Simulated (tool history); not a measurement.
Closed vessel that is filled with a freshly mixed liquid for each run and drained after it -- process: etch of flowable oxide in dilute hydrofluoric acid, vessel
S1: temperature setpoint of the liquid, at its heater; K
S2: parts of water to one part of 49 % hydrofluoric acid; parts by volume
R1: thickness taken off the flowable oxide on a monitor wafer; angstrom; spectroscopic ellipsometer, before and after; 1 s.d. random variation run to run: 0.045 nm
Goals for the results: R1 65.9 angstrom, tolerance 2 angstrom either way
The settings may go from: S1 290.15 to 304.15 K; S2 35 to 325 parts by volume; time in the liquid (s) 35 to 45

run 1 hour=0 | S1=296.15 S2=180 time_in_the_liquid_(s)=45 | R1=115.39
run 2 hour=1.5 | S1=299.15 S2=180 time_in_the_liquid_(s)=45 | R1=129.35
run 3 hour=3.3 | S1=299.15 S2=130 time_in_the_liquid_(s)=45 | R1=191.62
run 4 hour=10.8 | S1=299.15 S2=95 time_in_the_liquid_(s)=45 | R1=272.18
run 5 hour=18 | S1=299.15 S2=150 time_in_the_liquid_(s)=45 | R1=160.64
run 6 hour=27.2 | S1=299.15 S2=85 time_in_the_liquid_(s)=45 | R1=307.77
run 7 hour=32.6 | S1=298.15 S2=105 time_in_the_liquid_(s)=45 | R1=232.11
run 8 hour=38.6 | S1=297.15 S2=120 time_in_the_liquid_(s)=45 | R1=191.1
run 9 hour=46.6 | S1=293.15 S2=190 time_in_the_liquid_(s)=45 | R1=97.431
run 10 hour=54.7 | S1=292.65 S2=195 time_in_the_liquid_(s)=45 | R1=91.693
run 11 hour=55.9 | S1=292.15 S2=200 time_in_the_liquid_(s)=45 | R1=87.707
run 12 hour=63.2 | S1=291.65 S2=205 time_in_the_liquid_(s)=45 | R1=83.324
run 13 hour=66.2 | S1=291.65 S2=210 time_in_the_liquid_(s)=45 | R1=80.761
run 14 hour=74.1 | S1=291.65 S2=215 time_in_the_liquid_(s)=45 | R1=78.309
run 15 hour=82.9 | S1=291.65 S2=220 time_in_the_liquid_(s)=45 | R1=76.282
run 16 hour=87.9 | S1=290.65 S2=230 time_in_the_liquid_(s)=45 | R1=69.266

Next run, 5 choices. One meets every target within its allowed miss, the rest don't. Which?
run A hour=92.9 | S1=291.65 S2=190 time_in_the_liquid_(s)=35 | R1=?
run B hour=92.9 | S1=290.15 S2=175 time_in_the_liquid_(s)=35 | R1=?
run C hour=92.9 | S1=290.15 S2=190 time_in_the_liquid_(s)=40 | R1=?
run D hour=92.9 | S1=290.15 S2=235 time_in_the_liquid_(s)=45 | R1=?
run E hour=92.9 | S1=290.65 S2=220 time_in_the_liquid_(s)=45 | R1=?

move=A R1=71.457
move=B R1=74.118
move=C R1=76.935
move=D R1=67.188
move=E R1=74.179
A: further off than the last run
B: further off than the last run
C: further off than the last run
D: each result inside its tolerance
E: further off than the last run
The move that meets every target is D.
